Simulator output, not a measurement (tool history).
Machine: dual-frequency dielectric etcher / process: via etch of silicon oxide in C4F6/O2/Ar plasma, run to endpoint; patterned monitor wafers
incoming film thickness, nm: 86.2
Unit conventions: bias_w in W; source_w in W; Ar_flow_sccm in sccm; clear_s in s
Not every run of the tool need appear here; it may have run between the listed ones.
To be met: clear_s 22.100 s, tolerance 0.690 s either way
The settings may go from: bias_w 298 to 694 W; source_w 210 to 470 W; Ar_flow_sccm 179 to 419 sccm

run    day  bias_w  source_w  Ar_flow_sccm  clear_s
  1  0.000     496       340           299   18.919
  2  0.350     496       380           299   17.726
  3  0.438     461       360           302   18.860
  4  0.650     461       420           302   17.444
  5  0.808     426       400           307   18.842
  6  1.000     491       400           307   17.592
  7  1.221     491       400           307   17.603
  8  1.596     454       390           312   18.447
  9  1.846     423       380           315   18.943
 10  2.221     324       320           342   24.119
 11  2.438     397       330           340   21.283

Pick the move, out of 4, that brings all results within their allowed miss; only one does.
  A  2.654     463       310           336        ?
  B  2.654     298       390           365        ?
  C  2.654     438       360           358        ?
  D  2.654     371       290           331        ?

move  clear_s
   A   20.922
   B   22.410
   C   19.844
   D   23.895
A: moves away from the targets compared with the last run
B: each result inside its tolerance
C: moves away from the targets compared with the last run
D: the result that was furthest off in the last run now lies on the other side of its target
Answer: B
